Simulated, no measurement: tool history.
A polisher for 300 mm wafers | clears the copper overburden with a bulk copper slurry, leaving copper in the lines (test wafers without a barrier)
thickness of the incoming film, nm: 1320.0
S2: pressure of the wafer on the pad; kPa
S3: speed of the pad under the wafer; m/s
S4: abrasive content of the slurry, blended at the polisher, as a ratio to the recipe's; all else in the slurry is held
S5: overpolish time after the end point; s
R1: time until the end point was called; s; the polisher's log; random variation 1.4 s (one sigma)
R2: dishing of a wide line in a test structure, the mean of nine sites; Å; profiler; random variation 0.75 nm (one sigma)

run 1 hour=0 | flow_of_slurry_(ml/min)=170 S2=19.3 S3=1.42 S4=1 S5=23 | R1=98.557 R2=867.73
run 2 hour=7.4 | flow_of_slurry_(ml/min)=175 S2=17.2 S3=1.56 S4=1.05 S5=20 | R1=99.349 R2=783.55
run 3 hour=12 | flow_of_slurry_(ml/min)=190 S2=15.9 S3=1.68 S4=1.15 S5=17 | R1=96.663 R2=759.16
run 4 hour=13.7 | flow_of_slurry_(ml/min)=190 S2=15.9 S3=1.68 S4=1.15 S5=27 | R1=96.868 R2=852.3
run 5 hour=22.4 | flow_of_slurry_(ml/min)=175 S2=14.5 S3=1.8 S4=1.2 S5=23 | R1=97.038 R2=801.89
run 6 hour=24.7 | flow_of_slurry_(ml/min)=195 S2=13.1 S3=1.88 S4=1.1 S5=20 | R1=104.67 R2=725.55
run 7 hour=27 | flow_of_slurry_(ml/min)=245 S2=11 S3=2.22 S4=1 S5=9 | R1=104.24 R2=514.18
run 8 hour=35.7 | flow_of_slurry_(ml/min)=250 S2=11.7 S3=2.22 S4=0.95 S5=9 | R1=99.98 R2=518.24
run 9 hour=44.4 | flow_of_slurry_(ml/min)=255 S2=12.4 S3=2.22 S4=0.9 S5=9 | R1=94.633 R2=546.88
-- hour=49.3 slurry blender recalibrated
run 10 hour=49.3 | flow_of_slurry_(ml/min)=255 S2=12.4 S3=2.22 S4=1 S5=9 | R1=89.72 R2=569.14
run 11 hour=53.4 | flow_of_slurry_(ml/min)=265 S2=15.9 S3=2.22 S4=0.75 S5=7 | R1=72.193 R2=565.68
run 12 hour=56.4 | flow_of_slurry_(ml/min)=265 S2=15.2 S3=2.22 S4=0.7 S5=7 | R1=81.443 R2=546.39
run 13 hour=57.7 | flow_of_slurry_(ml/min)=265 S2=15.2 S3=2.22 S4=0.65 S5=7 | R1=77.208 R2=543.39

Run 14 comes next. What will it give?
run 14 hour=63.8 | flow_of_slurry_(ml/min)=265 S2=14.5 S3=2.22 S4=0.65 S5=7 | R1=? R2=?

Run 14 gave R1 83.905 s, R2 531.87 Å.
